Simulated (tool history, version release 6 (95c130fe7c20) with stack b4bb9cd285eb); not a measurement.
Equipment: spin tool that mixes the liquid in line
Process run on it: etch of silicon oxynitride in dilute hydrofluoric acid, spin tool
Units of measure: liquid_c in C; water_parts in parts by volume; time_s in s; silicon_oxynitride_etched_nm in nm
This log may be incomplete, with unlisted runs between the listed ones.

Run 1, hour 0.0: liquid_c 26.0 C, water_parts 60 parts by volume, time_s 85 s. Result: silicon_oxynitride_etched_nm 7.3925 nm.
Run 2, hour 5.0: liquid_c 25.0 C, water_parts 60 parts by volume, time_s 85 s. Result: silicon_oxynitride_etched_nm 7.1173 nm.
Run 3, hour 8.7: liquid_c 25.0 C, water_parts 75 parts by volume, time_s 85 s. Result: silicon_oxynitride_etched_nm 5.5445 nm.
Run 4, hour 15.9: liquid_c 25.0 C, water_parts 75 parts by volume, time_s 85 s. Result: silicon_oxynitride_etched_nm 5.6360 nm.
Run 5, hour 22.4: liquid_c 25.0 C, water_parts 75 parts by volume, time_s 90 s. Result: silicon_oxynitride_etched_nm 5.8920 nm.
Run 6, hour 26.7: liquid_c 25.0 C, water_parts 90 parts by volume, time_s 90 s. Result: silicon_oxynitride_etched_nm 4.8383 nm.
Run 7, hour 35.4: liquid_c 25.5 C, water_parts 90 parts by volume, time_s 90 s. Result: silicon_oxynitride_etched_nm 5.0321 nm.

Run 8 has not been measured yet. What should we expect?
Run 8, hour 37.1: liquid_c 26.0 C, water_parts 90 parts by volume, time_s 90 s. Result: silicon_oxynitride_etched_nm ?.

silicon_oxynitride_etched_nm: 5.0992 nm
